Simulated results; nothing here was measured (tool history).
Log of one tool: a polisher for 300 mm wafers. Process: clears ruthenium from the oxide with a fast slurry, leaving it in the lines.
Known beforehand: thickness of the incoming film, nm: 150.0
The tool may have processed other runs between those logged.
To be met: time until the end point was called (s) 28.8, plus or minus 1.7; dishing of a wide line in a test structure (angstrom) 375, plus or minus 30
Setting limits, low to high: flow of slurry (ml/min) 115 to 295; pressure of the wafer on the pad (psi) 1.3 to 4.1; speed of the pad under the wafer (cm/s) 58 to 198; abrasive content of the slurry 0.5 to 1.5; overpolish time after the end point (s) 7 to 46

| run | hour | flow of slurry (ml/min) | pressure of the wafer on the pad (psi) | speed of the pad under the wafer (cm/s) | abrasive content of the slurry | overpolish time after the end point (s) | time until the end point was called (s) | dishing of a wide line in a test structure (angstrom) |
|---|---|---|---|---|---|---|---|---|
| 1 | 0 | 190 | 2.7 | 128 | 1 | 24 | 33.077 | 609.87 |
| 2 | 7.1 | 190 | 2.8 | 128 | 1 | 19 | 32.58 | 516.53 |
| 3 | 8.7 | 190 | 2.9 | 128 | 1 | 15 | 31.174 | 429.26 |
| 4 | 16.1 | 190 | 3 | 128 | 1 | 14 | 29.169 | 427.81 |
| 5 | 21.8 | 190 | 3 | 128 | 0.85 | 14 | 32.241 | 403.42 |
| 6 | 30.6 | 190 | 3 | 102 | 0.85 | 14 | 36.505 | 368.89 |
|  | 39.1 | worn pad replaced by a new one |
| 7 | 39.1 | 190 | 3.2 | 102 | 0.85 | 13 | 32.121 | 378.81 |
| 8 | 46.7 | 190 | 3.3 | 102 | 0.85 | 13 | 30.425 | 377.34 |
| 9 | 55.3 | 190 | 3.4 | 102 | 0.85 | 13 | 30.138 | 403.37 |
| 10 | 62.9 | 190 | 3.4 | 102 | 0.85 | 12 | 30.268 | 365.93 |

Pick the move, out of 4, that brings all results within their allowed miss; only one does.
| A | 70.5 | 185 | 3.3 | 98 | 0.8 | 12 | ? | ? |
| B | 70.5 | 275 | 3.5 | 88 | 0.95 | 11 | ? | ? |
| C | 70.5 | 190 | 3.2 | 82 | 1.1 | 13 | ? | ? |
| D | 70.5 | 205 | 3.6 | 100 | 0.9 | 13 | ? | ? |

| move | time until the end point was called (s) | dishing of a wide line in a test structure (angstrom) |
|---|---|---|
| A | 34.784 | 366.56 |
| B | 30.171 | 382.66 |
| C | 33.062 | 405.4 |
| D | 29.176 | 444.81 |
A: further off than the last run
B: every result lands within tolerance
C: further off than the last run
D: corrects the largest miss of the last run, while another result sits out of spec
Correct choice: B, which meets every target
